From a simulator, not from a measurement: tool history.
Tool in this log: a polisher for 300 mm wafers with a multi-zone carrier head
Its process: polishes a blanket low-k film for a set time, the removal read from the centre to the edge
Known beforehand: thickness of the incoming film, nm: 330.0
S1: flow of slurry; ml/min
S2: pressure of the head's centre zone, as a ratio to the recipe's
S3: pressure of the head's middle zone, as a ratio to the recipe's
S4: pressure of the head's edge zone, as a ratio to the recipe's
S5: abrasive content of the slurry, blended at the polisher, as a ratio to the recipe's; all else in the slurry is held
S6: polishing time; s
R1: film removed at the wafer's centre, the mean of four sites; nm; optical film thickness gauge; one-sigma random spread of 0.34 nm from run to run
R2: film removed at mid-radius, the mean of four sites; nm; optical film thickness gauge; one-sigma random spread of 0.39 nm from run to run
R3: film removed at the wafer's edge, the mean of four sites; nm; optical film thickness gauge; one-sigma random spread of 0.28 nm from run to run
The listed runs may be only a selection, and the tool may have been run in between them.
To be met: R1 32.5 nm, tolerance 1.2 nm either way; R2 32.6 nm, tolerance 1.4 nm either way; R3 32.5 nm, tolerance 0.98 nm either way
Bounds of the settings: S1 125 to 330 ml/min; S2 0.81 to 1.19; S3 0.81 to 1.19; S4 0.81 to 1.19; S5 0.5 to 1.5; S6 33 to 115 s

Run 1, hour 0: S1 210 ml/min, S2 1, S3 1, S4 1, S5 1, S6 73 s. Result: R1 38.349 nm, R2 36.748 nm, R3 38.285 nm.
Run 2, hour 2.3: S1 200 ml/min, S2 0.98, S3 0.99, S4 0.96, S5 0.95, S6 73 s. Result: R1 36.304 nm, R2 36.136 nm, R3 36.747 nm.
Run 3, hour 4.5: S1 200 ml/min, S2 0.98, S3 0.99, S4 0.96, S5 1.05, S6 73 s. Result: R1 38.568 nm, R2 36.869 nm, R3 38.191 nm.
Run 4, hour 12.8: S1 195 ml/min, S2 0.97, S3 0.98, S4 0.93, S5 1, S6 73 s. Result: R1 36.879 nm, R2 36.904 nm, R3 36.632 nm.
Run 5, hour 17.8: S1 190 ml/min, S2 0.96, S3 0.95, S4 0.91, S5 0.95, S6 73 s. Result: R1 35.425 nm, R2 35.124 nm, R3 35.749 nm.
Run 6, hour 21: S1 190 ml/min, S2 0.96, S3 0.95, S4 0.91, S5 1.15, S6 73 s. Result: R1 39.167 nm, R2 37.876 nm, R3 38.465 nm.
Run 7, hour 29.5: S1 185 ml/min, S2 0.96, S3 0.94, S4 0.89, S5 1.05, S6 72 s. Result: R1 37.086 nm, R2 35.867 nm, R3 36.684 nm.
Run 8, hour 31.7: S1 185 ml/min, S2 0.96, S3 0.94, S4 0.88, S5 1, S6 71 s. Result: R1 34.847 nm, R2 33.966 nm, R3 34.897 nm.
Run 9, hour 34.5: S1 180 ml/min, S2 0.96, S3 0.94, S4 0.86, S5 1, S6 71 s. Result: R1 34.861 nm, R2 33.613 nm, R3 35.072 nm.
Run 10, hour 41.1: S1 195 ml/min, S2 0.96, S3 0.96, S4 0.85, S5 0.95, S6 70 s. Result: R1 34.259 nm, R2 34.423 nm, R3 33.952 nm.

Exercise: of the 4 proposed moves below, exactly one satisfies all targets within the stated allowed misses. Which move is it?
Run A, hour 47.7: S1 280 ml/min, S2 0.98, S3 1.09, S4 0.81, S5 1, S6 65 s. Result: R1 ?, R2 ?, R3 ?.
Run B, hour 47.7: S1 250 ml/min, S2 0.97, S3 1.16, S4 1.03, S5 0.75, S6 78 s. Result: R1 ?, R2 ?, R3 ?.
Run C, hour 47.7: S1 310 ml/min, S2 1.08, S3 1, S4 0.81, S5 1.25, S6 55 s. Result: R1 ?, R2 ?, R3 ?.
Run D, hour 47.7: S1 150 ml/min, S2 0.96, S3 0.96, S4 0.82, S5 0.95, S6 71 s. Result: R1 ?, R2 ?, R3 ?.

move      R1      R2      R3
   A  34.451  36.725  31.907
   B  34.258   38.91  34.467
   C  35.775  32.404  30.275
   D  33.056  32.565  32.281
A: corrects the largest miss of the last run, while another result sits out of spec
B: moves away from the targets compared with the last run
C: takes the biggest miss from the last run beyond its target
D: in spec on every target
Go with D: it meets all targets.
